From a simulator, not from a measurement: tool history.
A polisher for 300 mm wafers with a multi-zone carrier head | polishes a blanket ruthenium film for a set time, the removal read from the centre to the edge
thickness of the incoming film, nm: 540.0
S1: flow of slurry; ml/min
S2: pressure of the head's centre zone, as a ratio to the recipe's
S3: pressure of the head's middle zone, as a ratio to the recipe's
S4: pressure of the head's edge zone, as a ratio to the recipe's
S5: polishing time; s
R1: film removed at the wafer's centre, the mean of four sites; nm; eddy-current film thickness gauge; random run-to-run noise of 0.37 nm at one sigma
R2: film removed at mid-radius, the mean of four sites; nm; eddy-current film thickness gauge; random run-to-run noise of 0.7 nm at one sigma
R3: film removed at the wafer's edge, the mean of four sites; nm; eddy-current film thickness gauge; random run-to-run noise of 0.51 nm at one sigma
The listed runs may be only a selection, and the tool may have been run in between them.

{"run": 1, "hour": 0.0, "S1": 285, "S2": 1.0, "S3": 1.0, "S4": 1.0, "S5": 58, "R1": 70.055, "R2": 69.476, "R3": 71.846}
{"run": 2, "hour": 3.0, "S1": 285, "S2": 1.0, "S3": 1.0, "S4": 1.0, "S5": 67, "R1": 81.272, "R2": 80.236, "R3": 82.348}
{"run": 3, "hour": 7.4, "S1": 275, "S2": 0.96, "S3": 0.96, "S4": 0.99, "S5": 64, "R1": 74.519, "R2": 74.845, "R3": 79.467}
{"run": 4, "hour": 15.5, "S1": 270, "S2": 0.94, "S3": 0.93, "S4": 0.99, "S5": 61, "R1": 68.053, "R2": 67.794, "R3": 75.024}
{"run": 5, "hour": 21.0, "S1": 270, "S2": 0.9, "S3": 0.93, "S4": 0.99, "S5": 61, "R1": 66.423, "R2": 67.521, "R3": 74.988}
{"run": 6, "hour": 22.1, "S1": 265, "S2": 0.88, "S3": 0.91, "S4": 0.97, "S5": 60, "R1": 63.439, "R2": 65.115, "R3": 72.253}

Estimate the outcome of run 7 from the log above:
{"run": 7, "hour": 27.6, "S1": 255, "S2": 0.87, "S3": 0.89, "S4": 0.96, "S5": 59, "R1": "?", "R2": "?", "R3": "?"}

Logged for run 7: R1 61.306 nm, R2 61.943 nm, R3 70.974 nm.
